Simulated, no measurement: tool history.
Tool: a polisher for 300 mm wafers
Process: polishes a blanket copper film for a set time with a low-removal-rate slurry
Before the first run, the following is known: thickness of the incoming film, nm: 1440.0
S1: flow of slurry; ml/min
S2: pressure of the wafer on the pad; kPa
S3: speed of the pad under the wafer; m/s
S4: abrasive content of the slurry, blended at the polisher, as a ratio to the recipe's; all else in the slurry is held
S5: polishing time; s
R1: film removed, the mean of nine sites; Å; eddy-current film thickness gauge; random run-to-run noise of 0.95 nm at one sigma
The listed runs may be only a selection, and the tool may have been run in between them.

Run 1, hour 0.0: S1 240 ml/min, S2 20.7 kPa, S3 0.92 m/s, S4 1.0, S5 51 s. Result: R1 1356.4 Å.
Run 2, hour 8.8: S1 240 ml/min, S2 20.7 kPa, S3 0.92 m/s, S4 1.0, S5 46 s. Result: R1 1220.7 Å.
Run 3, hour 17.9: S1 240 ml/min, S2 23.4 kPa, S3 0.92 m/s, S4 1.0, S5 46 s. Result: R1 1346.0 Å.
Run 4, hour 24.8: S1 240 ml/min, S2 23.4 kPa, S3 0.92 m/s, S4 0.9, S5 46 s. Result: R1 1305.0 Å.
Run 5, hour 29.0: S1 270 ml/min, S2 23.4 kPa, S3 0.92 m/s, S4 0.9, S5 46 s. Result: R1 1316.5 Å.
Run 6, hour 30.8: S1 270 ml/min, S2 23.4 kPa, S3 0.92 m/s, S4 1.1, S5 46 s. Result: R1 1383.1 Å.
Run 7, hour 37.7: S1 270 ml/min, S2 22.1 kPa, S3 0.92 m/s, S4 1.1, S5 46 s. Result: R1 1297.8 Å.
Run 8, hour 42.4: S1 270 ml/min, S2 20.7 kPa, S3 0.92 m/s, S4 1.1, S5 46 s. Result: R1 1254.8 Å.
Run 9, hour 45.0: S1 270 ml/min, S2 20.0 kPa, S3 0.92 m/s, S4 1.1, S5 46 s. Result: R1 1213.8 Å.
Run 10, hour 51.1: S1 270 ml/min, S2 19.3 kPa, S3 0.92 m/s, S4 1.1, S5 46 s. Result: R1 1171.8 Å.
Run 11, hour 57.8: S1 270 ml/min, S2 18.6 kPa, S3 0.92 m/s, S4 1.1, S5 46 s. Result: R1 1146.3 Å.
Run 12, hour 61.2: S1 270 ml/min, S2 17.9 kPa, S3 0.92 m/s, S4 1.1, S5 46 s. Result: R1 1120.9 Å.
Run 13, hour 68.3: S1 270 ml/min, S2 17.9 kPa, S3 0.92 m/s, S4 1.1, S5 46 s. Result: R1 1131.3 Å.

Expected results for the next run?
Run 14, hour 69.0: S1 270 ml/min, S2 17.9 kPa, S3 0.92 m/s, S4 1.1, S5 46 s. Result: R1 ?.

Run 14 came out at R1 1113.8 Å.
